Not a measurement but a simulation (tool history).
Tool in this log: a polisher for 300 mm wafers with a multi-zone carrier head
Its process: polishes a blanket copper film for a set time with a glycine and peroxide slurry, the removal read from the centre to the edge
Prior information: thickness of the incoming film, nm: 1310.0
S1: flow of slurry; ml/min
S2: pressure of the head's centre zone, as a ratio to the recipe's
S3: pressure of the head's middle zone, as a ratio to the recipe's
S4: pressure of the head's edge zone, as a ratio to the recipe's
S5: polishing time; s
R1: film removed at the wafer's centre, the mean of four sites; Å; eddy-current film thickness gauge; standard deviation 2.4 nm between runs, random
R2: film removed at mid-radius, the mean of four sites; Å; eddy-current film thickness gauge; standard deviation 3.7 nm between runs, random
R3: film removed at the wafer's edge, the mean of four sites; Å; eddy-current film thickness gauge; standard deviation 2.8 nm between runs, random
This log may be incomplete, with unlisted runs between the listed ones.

run    day   S1    S2    S3    S4  S5      R1      R2      R3
  1  0.000  260  1.00  1.00  1.00  69  3666.1  3637.3  3587.0
  2  0.288  260  1.00  1.00  1.05  69  3675.3  3629.0  3646.5
  3  0.342  260  1.00  1.00  1.12  69  3655.1  3602.4  3775.7
  4  0.433  275  0.98  1.02  1.14  72  3711.1  3877.3  4010.2
  5  0.742  290  0.97  1.03  1.15  73  3822.9  3871.0  4091.2
  6  1.100  255  0.97  1.03  1.15  73  3774.7  3887.8  4045.5
  7  1.192  275  0.95  1.05  1.16  74  3780.4  4027.5  4178.1
  8  1.308  290  0.94  1.07  1.17  75  3801.8  4204.9  4246.2
  9  1.567  300  0.93  1.07  1.18  76  3862.2  4237.9  4329.5

The next listed run, before its measurement:
 10  1.779  300  0.92  1.07  1.18  77   ?   ?   ?

Logged for run 10: R1 3829.4 Å, R2 4269.6 Å, R3 4387.1 Å.
